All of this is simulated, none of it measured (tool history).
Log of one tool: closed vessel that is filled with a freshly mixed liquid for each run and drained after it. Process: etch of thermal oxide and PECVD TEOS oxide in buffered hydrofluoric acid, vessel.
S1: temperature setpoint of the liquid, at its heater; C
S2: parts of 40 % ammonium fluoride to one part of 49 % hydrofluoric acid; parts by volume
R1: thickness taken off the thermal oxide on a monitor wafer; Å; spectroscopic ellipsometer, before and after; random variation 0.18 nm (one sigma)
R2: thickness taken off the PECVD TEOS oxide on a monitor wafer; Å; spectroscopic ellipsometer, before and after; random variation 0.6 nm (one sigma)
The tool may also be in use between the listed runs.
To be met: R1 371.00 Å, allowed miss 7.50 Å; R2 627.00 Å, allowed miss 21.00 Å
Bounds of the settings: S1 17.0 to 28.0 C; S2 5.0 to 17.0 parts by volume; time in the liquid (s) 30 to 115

run 1 day=0.000 | S1=20.0 S2=10.5 time_in_the_liquid_(s)=60 | R1=514.73 R2=882.09
run 2 day=0.367 | S1=19.5 S2=10.5 time_in_the_liquid_(s)=60 | R1=503.97 R2=837.21
run 3 day=0.404 | S1=17.0 S2=10.5 time_in_the_liquid_(s)=60 | R1=436.20 R2=744.57
run 4 day=0.542 | S1=17.0 S2=11.5 time_in_the_liquid_(s)=60 | R1=400.02 R2=668.16
run 5 day=0.871 | S1=17.0 S2=10.5 time_in_the_liquid_(s)=60 | R1=433.03 R2=733.76
run 6 day=0.962 | S1=18.5 S2=10.5 time_in_the_liquid_(s)=60 | R1=474.42 R2=816.57
run 7 day=1.121 | S1=17.5 S2=11.5 time_in_the_liquid_(s)=60 | R1=412.33 R2=686.55
run 8 day=1.158 | S1=17.0 S2=11.5 time_in_the_liquid_(s)=60 | R1=401.03 R2=674.59
run 9 day=1.425 | S1=17.0 S2=12.0 time_in_the_liquid_(s)=60 | R1=382.97 R2=644.89

4 next moves are on the table. One of them brings every result within its allowed miss. Which?
run A day=1.692 | S1=17.0 S2=8.5 time_in_the_liquid_(s)=45 | R1=? R2=?
run B day=1.692 | S1=17.0 S2=9.5 time_in_the_liquid_(s)=50 | R1=? R2=?
run C day=1.692 | S1=18.0 S2=12.0 time_in_the_liquid_(s)=55 | R1=? R2=?
run D day=1.692 | S1=19.0 S2=14.0 time_in_the_liquid_(s)=65 | R1=? R2=?

move=A R1=393.83 R2=660.70
move=B R1=402.49 R2=675.23
move=C R1=372.98 R2=625.72
move=D R1=400.90 R2=672.56
A: further off than the last run
B: further off than the last run
C: meets every target
D: further off than the last run
Answer: C
